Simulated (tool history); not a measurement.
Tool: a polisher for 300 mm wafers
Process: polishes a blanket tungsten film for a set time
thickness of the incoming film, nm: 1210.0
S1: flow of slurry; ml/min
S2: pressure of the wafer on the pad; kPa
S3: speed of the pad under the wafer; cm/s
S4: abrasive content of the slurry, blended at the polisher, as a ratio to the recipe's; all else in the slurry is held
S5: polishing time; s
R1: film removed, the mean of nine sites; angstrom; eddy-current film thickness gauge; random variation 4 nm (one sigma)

Run 1, hour 0: S1 145 ml/min, S2 27.6 kPa, S3 128 cm/s, S4 1, S5 95 s. Result: R1 5500.3 angstrom.
Run 2, hour 8.5: S1 140 ml/min, S2 23.4 kPa, S3 126 cm/s, S4 1, S5 95 s. Result: R1 4789.1 angstrom.
Run 3, hour 15.5: S1 140 ml/min, S2 29.6 kPa, S3 126 cm/s, S4 1, S5 95 s. Result: R1 5698.1 angstrom.
Run 4, hour 21.4: S1 135 ml/min, S2 24.8 kPa, S3 124 cm/s, S4 1, S5 95 s. Result: R1 4758.4 angstrom.
Run 5, hour 29.9: S1 125 ml/min, S2 22.1 kPa, S3 124 cm/s, S4 1, S5 95 s. Result: R1 4508.6 angstrom.
Run 6, hour 33.1: S1 125 ml/min, S2 19.3 kPa, S3 122 cm/s, S4 1, S5 95 s. Result: R1 3969.5 angstrom.

Forecast run 7:
Run 7, hour 33.7: S1 125 ml/min, S2 17.9 kPa, S3 122 cm/s, S4 1, S5 95 s. Result: R1 ?.

R1: 3878.7 angstrom
